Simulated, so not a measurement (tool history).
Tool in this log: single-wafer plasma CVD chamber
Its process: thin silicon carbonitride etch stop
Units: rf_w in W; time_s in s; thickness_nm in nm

{"run": 1, "hour": 0.0, "rf_w": 235, "time_s": 14.8, "thickness_nm": 8.3682}
{"run": 2, "hour": 2.5, "rf_w": 225, "time_s": 14.7, "thickness_nm": 8.2023}
{"run": 3, "hour": 9.6, "rf_w": 195, "time_s": 14.7, "thickness_nm": 8.0832}
{"run": 4, "hour": 10.7, "rf_w": 195, "time_s": 16.6, "thickness_nm": 9.0128}
{"run": 5, "hour": 17.0, "rf_w": 170, "time_s": 16.6, "thickness_nm": 8.842}
{"run": 6, "hour": 19.3, "rf_w": 160, "time_s": 16.6, "thickness_nm": 8.7755}
{"run": 7, "hour": 26.4, "rf_w": 160, "time_s": 16.1, "thickness_nm": 8.5194}
{"run": 8, "hour": 28.8, "rf_w": 160, "time_s": 15.7, "thickness_nm": 8.2449}
{"run": 9, "hour": 31.2, "rf_w": 160, "time_s": 15.4, "thickness_nm": 8.1433}

The next listed run, before its measurement:
{"run": 10, "hour": 39.2, "rf_w": 160, "time_s": 15.1, "thickness_nm": "?"}

Run 10 measured thickness_nm 7.8991 nm.
